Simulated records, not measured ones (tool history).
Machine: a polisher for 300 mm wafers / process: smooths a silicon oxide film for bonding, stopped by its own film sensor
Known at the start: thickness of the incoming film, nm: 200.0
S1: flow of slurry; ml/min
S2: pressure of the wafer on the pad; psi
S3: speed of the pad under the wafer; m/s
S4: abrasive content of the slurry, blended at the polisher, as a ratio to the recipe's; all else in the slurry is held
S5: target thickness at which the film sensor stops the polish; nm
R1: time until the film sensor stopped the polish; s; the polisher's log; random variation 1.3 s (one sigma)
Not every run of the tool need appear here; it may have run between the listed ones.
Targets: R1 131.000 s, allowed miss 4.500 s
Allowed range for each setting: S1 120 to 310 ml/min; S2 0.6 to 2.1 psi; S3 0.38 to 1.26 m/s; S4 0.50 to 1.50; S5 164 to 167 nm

run  hour   S1   S2    S3    S4   S5       R1
  1   0.0  200  1.3  0.82  1.00  164   79.273
  2   6.6  195  1.1  0.82  1.00  164   92.877
  3   9.0  195  1.1  0.82  1.00  167   86.213
  4  16.5  195  1.1  0.94  1.00  167   77.367
  5  19.2  195  1.4  0.94  1.00  167   60.963
  6  24.5  195  1.4  0.94  1.00  167   61.139
  7  32.5  195  1.1  0.90  1.00  167   81.481
  8  35.8  195  0.9  0.88  1.00  167   97.719
  9  43.7  195  0.8  0.86  1.00  167  114.030

5 candidate next runs follow, results not yet known. Just one meets every target within its allowed miss. Identify it.
  A  51.6  200  0.7  0.92  0.90  164   ?
  B  51.6  195  0.7  0.84  1.05  164   ?
  C  51.6  125  1.1  0.78  0.70  166   ?
  D  51.6  210  0.7  0.86  1.00  164   ?
  E  51.6  190  0.7  0.92  1.00  165   ?

move       R1
   A  137.060
   B  139.340
   C  115.580
   D  137.910
   E  128.810
A: the result that was furthest off in the last run now lies on the other side of its target
B: the result that was furthest off in the last run now lies on the other side of its target
C: closer than the last run, but not yet in spec
D: the result that was furthest off in the last run now lies on the other side of its target
E: meets every target
So the answer is move E, the one that meets all the targets.
